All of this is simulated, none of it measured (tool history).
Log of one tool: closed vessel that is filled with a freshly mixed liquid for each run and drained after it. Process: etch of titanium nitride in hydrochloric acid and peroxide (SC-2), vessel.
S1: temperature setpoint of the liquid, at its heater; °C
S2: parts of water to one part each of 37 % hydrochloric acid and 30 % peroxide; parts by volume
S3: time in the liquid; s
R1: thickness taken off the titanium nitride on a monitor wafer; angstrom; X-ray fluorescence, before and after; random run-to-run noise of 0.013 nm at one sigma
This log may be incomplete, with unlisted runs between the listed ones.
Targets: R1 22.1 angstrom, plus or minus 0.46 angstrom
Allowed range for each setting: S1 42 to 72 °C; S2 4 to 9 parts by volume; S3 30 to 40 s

{"run": 1, "hour": 0.0, "S1": 58, "S2": 5, "S3": 40, "R1": 33.854}
{"run": 2, "hour": 8.0, "S1": 56.5, "S2": 5, "S3": 40, "R1": 30.964}
{"run": 3, "hour": 10.7, "S1": 56.5, "S2": 4.5, "S3": 40, "R1": 33.313}
{"run": 4, "hour": 14.5, "S1": 59, "S2": 4.5, "S3": 40, "R1": 38.86}
{"run": 5, "hour": 20.2, "S1": 59, "S2": 4.5, "S3": 30, "R1": 29.546}
{"run": 6, "hour": 22.1, "S1": 59, "S2": 4.5, "S3": 40, "R1": 39.212}
{"run": 7, "hour": 24.9, "S1": 56.5, "S2": 4.5, "S3": 40, "R1": 33.589}
{"run": 8, "hour": 28.9, "S1": 54.5, "S2": 4.5, "S3": 40, "R1": 29.55}
{"run": 9, "hour": 31.1, "S1": 53, "S2": 4.5, "S3": 40, "R1": 26.587}
{"run": 10, "hour": 37.8, "S1": 52, "S2": 4.5, "S3": 40, "R1": 24.842}
{"run": 11, "hour": 38.8, "S1": 51.5, "S2": 4.5, "S3": 40, "R1": 24.18}
{"run": 12, "hour": 47.6, "S1": 51, "S2": 4.5, "S3": 40, "R1": 23.234}
{"hour": 51.4, "done": "new drum of peroxide connected"}
{"run": 13, "hour": 51.4, "S1": 50.5, "S2": 4.5, "S3": 40, "R1": 23.225}

Exercise: of the 5 proposed moves below, exactly one satisfies all targets within the stated allowed misses. Which move is it?
{"run": "A", "hour": 55.2, "S1": 53.5, "S2": 4, "S3": 30, "R1": "?"}
{"run": "B", "hour": 55.2, "S1": 52, "S2": 5, "S3": 35, "R1": "?"}
{"run": "C", "hour": 55.2, "S1": 51.5, "S2": 4.5, "S3": 40, "R1": "?"}
{"run": "D", "hour": 55.2, "S1": 49, "S2": 4, "S3": 40, "R1": "?"}
{"run": "E", "hour": 55.2, "S1": 50.5, "S2": 4, "S3": 35, "R1": "?"}

move=A R1=22.961
move=B R1=20.81
move=C R1=24.782
move=D R1=22.731
move=E R1=21.985
A: closes in on the targets versus the last run, not all within tolerance yet
B: moves the result that the last run missed by most past its target, out the other side
C: misses by more than the last run did
D: closes in on the targets versus the last run, not all within tolerance yet
E: in spec on every target
E meets every target.
